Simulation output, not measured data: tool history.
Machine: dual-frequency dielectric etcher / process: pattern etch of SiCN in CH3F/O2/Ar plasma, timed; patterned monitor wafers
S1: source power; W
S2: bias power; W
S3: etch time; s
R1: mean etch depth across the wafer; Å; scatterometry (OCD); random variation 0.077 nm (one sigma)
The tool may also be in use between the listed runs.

| run | hour | S1 | S2 | S3 | R1 |
|---|---|---|---|---|---|
| 1 | 0.0 | 320 | 57 | 57.0 | 186.74 |
| 2 | 6.8 | 290 | 57 | 57.0 | 181.19 |
| 3 | 8.4 | 270 | 51 | 56.5 | 164.65 |
| 4 | 9.1 | 320 | 51 | 56.5 | 175.65 |
| 5 | 15.6 | 290 | 49 | 56.5 | 165.83 |
| 6 | 16.2 | 270 | 48 | 56.5 | 160.85 |
| 7 | 21.6 | 250 | 47 | 56.5 | 154.27 |
| 8 | 26.5 | 250 | 47 | 56.5 | 152.66 |

Estimate the outcome of run 9 from the log above:
| 9 | 27.8 | 200 | 45 | 56.5 | ? |

{"run 9": {"R1": 138.99}}
